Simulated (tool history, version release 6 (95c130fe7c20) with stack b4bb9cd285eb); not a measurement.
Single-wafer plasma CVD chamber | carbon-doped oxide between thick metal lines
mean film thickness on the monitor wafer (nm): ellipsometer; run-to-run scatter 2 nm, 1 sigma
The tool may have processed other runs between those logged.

run	hour	heater temperature setpoint (°C)	chamber pressure (Torr)	RF power (W)	deposition time (s)	mean film thickness on the monitor wafer (nm)
1	0.0	365	6.48	470	147	700.76
2	1.8	365	5.96	470	147	693.58
3	6.5	365	6.58	470	147	698.66
4	8.4	365	6.58	525	147	749.31
5	15.7	374	6.58	525	147	739.54
6	24.1	369	6.58	525	147	747.73
7	28.9	370	6.29	505	147	722.52

Estimate the outcome of run 8 from the log above:
8	32.5	380	4.99	440	146	?

Run 8 gave mean film thickness on the monitor wafer (nm) 624.53.
